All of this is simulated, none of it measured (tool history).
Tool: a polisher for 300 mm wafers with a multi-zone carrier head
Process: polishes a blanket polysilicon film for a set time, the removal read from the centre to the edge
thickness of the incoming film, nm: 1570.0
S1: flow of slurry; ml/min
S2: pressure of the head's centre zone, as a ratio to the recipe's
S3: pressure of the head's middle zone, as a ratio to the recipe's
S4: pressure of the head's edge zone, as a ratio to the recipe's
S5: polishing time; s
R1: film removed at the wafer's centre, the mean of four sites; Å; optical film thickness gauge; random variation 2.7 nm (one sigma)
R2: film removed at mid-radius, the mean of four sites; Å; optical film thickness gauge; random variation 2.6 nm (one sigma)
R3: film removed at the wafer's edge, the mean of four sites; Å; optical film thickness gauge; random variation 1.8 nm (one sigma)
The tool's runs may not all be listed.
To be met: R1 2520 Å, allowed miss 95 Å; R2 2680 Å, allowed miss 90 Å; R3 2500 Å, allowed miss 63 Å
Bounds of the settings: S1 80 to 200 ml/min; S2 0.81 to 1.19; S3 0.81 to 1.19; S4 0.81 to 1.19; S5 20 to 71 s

Run 1, hour 0: S1 130 ml/min, S2 1, S3 1, S4 1, S5 45 s. Result: R1 2271.9 Å, R2 2259.4 Å, R3 2263.8 Å.
Run 2, hour 4.4: S1 140 ml/min, S2 1, S3 1.01, S4 1.01, S5 45 s. Result: R1 2304.7 Å, R2 2317.4 Å, R3 2283.3 Å.
Run 3, hour 9.2: S1 140 ml/min, S2 0.93, S3 1.01, S4 1.01, S5 45 s. Result: R1 2140.9 Å, R2 2310.7 Å, R3 2279.5 Å.
Run 4, hour 17.7: S1 165 ml/min, S2 0.93, S3 1.01, S4 1.01, S5 45 s. Result: R1 2183.4 Å, R2 2398.4 Å, R3 2307.7 Å.
Run 5, hour 26.3: S1 190 ml/min, S2 0.93, S3 1.01, S4 1.01, S5 45 s. Result: R1 2219.6 Å, R2 2465.1 Å, R3 2354.8 Å.
Run 6, hour 29.4: S1 190 ml/min, S2 0.93, S3 1.01, S4 0.94, S5 45 s. Result: R1 2259.6 Å, R2 2409.8 Å, R3 2265.9 Å.
Run 7, hour 32.9: S1 190 ml/min, S2 0.94, S3 1.02, S4 0.96, S5 45 s. Result: R1 2280.5 Å, R2 2473 Å, R3 2316.8 Å.
Run 8, hour 33.9: S1 190 ml/min, S2 0.95, S3 1.03, S4 0.97, S5 45 s. Result: R1 2253.2 Å, R2 2432.5 Å, R3 2319 Å.
Run 9, hour 38.9: S1 190 ml/min, S2 0.96, S3 1.04, S4 0.96, S5 46 s. Result: R1 2399.8 Å, R2 2533.9 Å, R3 2335.9 Å.
Run 10, hour 43.9: S1 190 ml/min, S2 0.96, S3 1.04, S4 0.97, S5 46 s. Result: R1 2350.3 Å, R2 2532.3 Å, R3 2360 Å.
Run 11, hour 47.3: S1 190 ml/min, S2 0.97, S3 1.04, S4 0.98, S5 46 s. Result: R1 2419.6 Å, R2 2566.8 Å, R3 2385.2 Å.
Run 12, hour 48.8: S1 190 ml/min, S2 0.97, S3 1.04, S4 0.99, S5 46 s. Result: R1 2364.3 Å, R2 2553.9 Å, R3 2364 Å.

5 next moves are on the table. One of them brings every result within its allowed miss. Which?
Run A, hour 50.3: S1 185 ml/min, S2 0.94, S3 0.94, S4 1.04, S5 47 s. Result: R1 ?, R2 ?, R3 ?.
Run B, hour 50.3: S1 175 ml/min, S2 0.95, S3 1, S4 0.92, S5 46 s. Result: R1 ?, R2 ?, R3 ?.
Run C, hour 50.3: S1 155 ml/min, S2 0.95, S3 1.02, S4 0.91, S5 51 s. Result: R1 ?, R2 ?, R3 ?.
Run D, hour 50.3: S1 185 ml/min, S2 0.86, S3 0.95, S4 1.02, S5 50 s. Result: R1 ?, R2 ?, R3 ?.
Run E, hour 50.3: S1 145 ml/min, S2 1.01, S3 0.97, S4 0.95, S5 50 s. Result: R1 ?, R2 ?, R3 ?.

move      R1      R2      R3
   A  2338.4  2400.9  2509.6
   B  2295.4  2454.6  2302.5
   C  2498.4  2721.2  2509.3
   D  2274.4  2577.5  2644.1
   E  2576.9  2534.9  2494.7
A: brings the result that was furthest off to its target, and leaves another outside
B: further off than the last run
C: meets every target
D: takes the result that was furthest off past its target
E: brings the result that was furthest off to its target, and leaves another outside
Answer: C
